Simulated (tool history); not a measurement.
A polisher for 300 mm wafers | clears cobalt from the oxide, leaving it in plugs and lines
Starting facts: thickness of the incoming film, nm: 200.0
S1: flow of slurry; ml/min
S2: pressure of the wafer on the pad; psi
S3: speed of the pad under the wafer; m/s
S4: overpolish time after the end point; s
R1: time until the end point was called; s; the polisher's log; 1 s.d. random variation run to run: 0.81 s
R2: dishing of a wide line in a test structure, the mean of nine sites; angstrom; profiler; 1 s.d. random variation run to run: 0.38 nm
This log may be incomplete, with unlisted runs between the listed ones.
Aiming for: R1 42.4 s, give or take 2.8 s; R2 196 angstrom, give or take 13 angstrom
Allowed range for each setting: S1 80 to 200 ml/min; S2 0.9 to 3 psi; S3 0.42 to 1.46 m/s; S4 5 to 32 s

{"run": 1, "hour": 0.0, "S1": 130, "S2": 1.9, "S3": 0.94, "S4": 16, "R1": 39.031, "R2": 503.12}
{"run": 2, "hour": 4.3, "S1": 130, "S2": 1.8, "S3": 0.94, "S4": 14, "R1": 41.083, "R2": 430.17}
{"run": 3, "hour": 12.6, "S1": 130, "S2": 1.8, "S3": 0.74, "S4": 14, "R1": 53.567, "R2": 380.41}
{"run": 4, "hour": 15.4, "S1": 120, "S2": 1.6, "S3": 0.84, "S4": 12, "R1": 51.694, "R2": 339.8}
{"run": 5, "hour": 23.7, "S1": 120, "S2": 1.6, "S3": 1.04, "S4": 12, "R1": 43.261, "R2": 406.76}
{"run": 6, "hour": 28.3, "S1": 120, "S2": 1.6, "S3": 0.84, "S4": 12, "R1": 52.724, "R2": 332.37}
{"run": 7, "hour": 30.9, "S1": 110, "S2": 1.6, "S3": 0.86, "S4": 10, "R1": 52.269, "R2": 299.43}
{"run": 8, "hour": 39.0, "S1": 105, "S2": 1.9, "S3": 0.76, "S4": 9, "R1": 48.991, "R2": 275.67}
{"run": 9, "hour": 44.8, "S1": 100, "S2": 2.1, "S3": 0.7, "S4": 8, "R1": 49.478, "R2": 262.7}
{"run": 10, "hour": 52.8, "S1": 95, "S2": 2.3, "S3": 0.64, "S4": 7, "R1": 50.162, "R2": 223.42}

4 next moves are on the table. One of them brings every result within its allowed miss. Which?
{"run": "A", "hour": 60.8, "S1": 95, "S2": 2.1, "S3": 0.72, "S4": 6, "R1": "?", "R2": "?"}
{"run": "B", "hour": 60.8, "S1": 85, "S2": 2, "S3": 0.58, "S4": 11, "R1": "?", "R2": "?"}
{"run": "C", "hour": 60.8, "S1": 90, "S2": 2.7, "S3": 0.66, "S4": 5, "R1": "?", "R2": "?"}
{"run": "D", "hour": 60.8, "S1": 80, "S2": 2.7, "S3": 0.6, "S4": 7, "R1": "?", "R2": "?"}

move=A R1=49.936 R2=198.01
move=B R1=66.786 R2=257.79
move=C R1=43.212 R2=191.62
move=D R1=49.324 R2=227.85
A: roughly where the last run was
B: moves away from the targets compared with the last run
C: meets every target
D: better than the last run, though not everything is in spec
Go with C: it meets all targets.
